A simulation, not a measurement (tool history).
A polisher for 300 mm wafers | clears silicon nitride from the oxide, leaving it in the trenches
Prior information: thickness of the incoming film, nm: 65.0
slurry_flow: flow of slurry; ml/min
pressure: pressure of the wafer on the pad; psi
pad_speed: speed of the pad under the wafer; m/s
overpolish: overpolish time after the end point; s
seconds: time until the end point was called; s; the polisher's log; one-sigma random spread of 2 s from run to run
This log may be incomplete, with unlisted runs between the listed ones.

run 1 day=0 | slurry_flow=250 pressure=2.8 pad_speed=0.88 overpolish=21 | seconds=84.485
run 2 day=0.354 | slurry_flow=250 pressure=2.6 pad_speed=0.88 overpolish=21 | seconds=90.43
run 3 day=0.592 | slurry_flow=195 pressure=2.6 pad_speed=0.88 overpolish=21 | seconds=92.527
run 4 day=0.775 | slurry_flow=195 pressure=2.5 pad_speed=0.88 overpolish=21 | seconds=96.564
run 5 day=0.883 | slurry_flow=195 pressure=2.5 pad_speed=0.88 overpolish=21 | seconds=99.479
run 6 day=0.996 | slurry_flow=195 pressure=2.4 pad_speed=0.88 overpolish=21 | seconds=102.99

Run 7 is up next; what results do you expect?
run 7 day=1.225 | slurry_flow=195 pressure=2.3 pad_speed=0.88 overpolish=21 | seconds=?

For run 7 the tool returned seconds 106.43 s.
